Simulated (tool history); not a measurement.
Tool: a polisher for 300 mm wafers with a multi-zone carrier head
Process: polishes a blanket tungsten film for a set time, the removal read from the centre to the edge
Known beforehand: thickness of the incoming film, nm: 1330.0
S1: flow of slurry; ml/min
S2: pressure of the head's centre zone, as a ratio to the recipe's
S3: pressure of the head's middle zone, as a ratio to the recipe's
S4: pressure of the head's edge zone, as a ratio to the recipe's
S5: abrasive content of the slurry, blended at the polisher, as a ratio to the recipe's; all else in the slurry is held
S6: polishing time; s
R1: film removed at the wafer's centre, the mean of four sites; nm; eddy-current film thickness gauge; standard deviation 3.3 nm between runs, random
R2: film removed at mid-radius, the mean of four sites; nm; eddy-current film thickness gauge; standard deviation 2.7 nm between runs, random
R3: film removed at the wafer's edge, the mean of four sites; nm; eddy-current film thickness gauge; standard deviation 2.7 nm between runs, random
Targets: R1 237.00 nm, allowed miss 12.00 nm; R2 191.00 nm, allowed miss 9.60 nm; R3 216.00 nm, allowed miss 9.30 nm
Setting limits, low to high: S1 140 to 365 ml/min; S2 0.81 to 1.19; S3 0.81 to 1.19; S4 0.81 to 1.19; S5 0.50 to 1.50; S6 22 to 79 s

run	hour	S1	S2	S3	S4	S5	S6	R1	R2	R3
1	0.0	235	1.00	1.00	1.00	1.00	50	255.46	254.64	243.91
2	7.6	235	1.00	1.00	1.08	1.00	50	243.78	246.90	261.93
3	16.1	235	1.04	1.00	1.08	1.00	50	260.58	250.87	261.65
4	24.6	235	1.04	0.97	1.07	0.95	49	252.99	230.29	247.74
5	29.9	235	1.04	0.97	1.11	0.95	49	248.10	229.12	255.44
6	33.0	235	1.04	1.05	1.11	0.95	49	254.78	256.69	252.24
7	35.5	235	1.12	0.95	1.01	0.70	47	242.73	208.10	215.10
8	41.8	235	1.12	0.94	1.01	0.70	47	244.89	201.83	217.86
9	50.6	235	1.12	0.93	1.01	0.70	47	250.66	203.73	214.75
10	58.1	235	1.12	0.93	1.01	0.70	47	242.17	204.46	214.63
11	66.1	235	1.12	0.92	1.01	0.70	47	244.50	201.97	218.53

Next run, 4 choices. One meets every target within its allowed miss, the rest don't. Which?
A	74.1	180	1.09	1.09	0.96	0.50	47	?	?	?
B	74.1	225	1.06	1.02	0.97	0.80	45	?	?	?
C	74.1	245	1.12	0.90	0.93	0.95	46	?	?	?
D	74.1	310	1.06	0.85	1.02	0.70	46	?	?	?

move	R1	R2	R3
A	214.05	212.10	190.58
B	225.00	215.93	205.09
C	253.67	207.81	214.83
D	231.48	190.38	214.57
A: misses by more than the last run did
B: misses by more than the last run did
C: misses by more than the last run did
D: each result inside its tolerance
Answer: D
